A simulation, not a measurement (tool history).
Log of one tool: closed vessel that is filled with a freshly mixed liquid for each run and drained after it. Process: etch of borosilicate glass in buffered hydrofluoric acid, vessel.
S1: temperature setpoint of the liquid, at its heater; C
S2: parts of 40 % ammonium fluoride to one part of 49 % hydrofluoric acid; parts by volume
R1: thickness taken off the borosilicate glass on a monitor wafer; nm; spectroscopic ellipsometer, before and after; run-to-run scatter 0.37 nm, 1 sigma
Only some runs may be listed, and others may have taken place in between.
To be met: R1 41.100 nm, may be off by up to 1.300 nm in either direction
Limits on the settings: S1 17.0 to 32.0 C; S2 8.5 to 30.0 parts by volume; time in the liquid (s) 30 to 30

Run 1, day 0.000: S1 24.0 C, S2 23.0 parts by volume, time in the liquid (s) 30. Result: R1 14.732 nm.
Run 2, day 0.158: S1 26.0 C, S2 19.5 parts by volume, time in the liquid (s) 30. Result: R1 18.578 nm.
Run 3, day 0.317: S1 22.5 C, S2 19.5 parts by volume, time in the liquid (s) 30. Result: R1 15.124 nm.
Run 4, day 0.521: S1 22.5 C, S2 19.5 parts by volume, time in the liquid (s) 30. Result: R1 15.485 nm.
Run 5, day 0.888: S1 24.5 C, S2 17.0 parts by volume, time in the liquid (s) 30. Result: R1 19.360 nm.
Run 6, day 1.100: S1 24.5 C, S2 13.0 parts by volume, time in the liquid (s) 30. Result: R1 25.332 nm.
Run 7, day 1.362: S1 26.0 C, S2 12.5 parts by volume, time in the liquid (s) 30. Result: R1 28.543 nm.
Run 8, day 1.654: S1 27.5 C, S2 12.5 parts by volume, time in the liquid (s) 30. Result: R1 31.232 nm.

Exercise: of the 4 proposed moves below, exactly one satisfies all targets within the stated allowed misses. Which move is it?
Run A, day 1.946: S1 28.5 C, S2 12.0 parts by volume, time in the liquid (s) 30. Result: R1 ?.
Run B, day 1.946: S1 29.5 C, S2 10.5 parts by volume, time in the liquid (s) 30. Result: R1 ?.
Run C, day 1.946: S1 26.5 C, S2 9.0 parts by volume, time in the liquid (s) 30. Result: R1 ?.
Run D, day 1.946: S1 29.0 C, S2 8.5 parts by volume, time in the liquid (s) 30. Result: R1 ?.

move      R1
   A  33.846
   B  40.658
   C  39.025
   D  47.353
A: gains on the last run, yet a result remains outside its allowed miss
B: in spec on every target
C: gains on the last run, yet a result remains outside its allowed miss
D: pushes the last run's worst result past its target
Correct choice: B, which meets every target

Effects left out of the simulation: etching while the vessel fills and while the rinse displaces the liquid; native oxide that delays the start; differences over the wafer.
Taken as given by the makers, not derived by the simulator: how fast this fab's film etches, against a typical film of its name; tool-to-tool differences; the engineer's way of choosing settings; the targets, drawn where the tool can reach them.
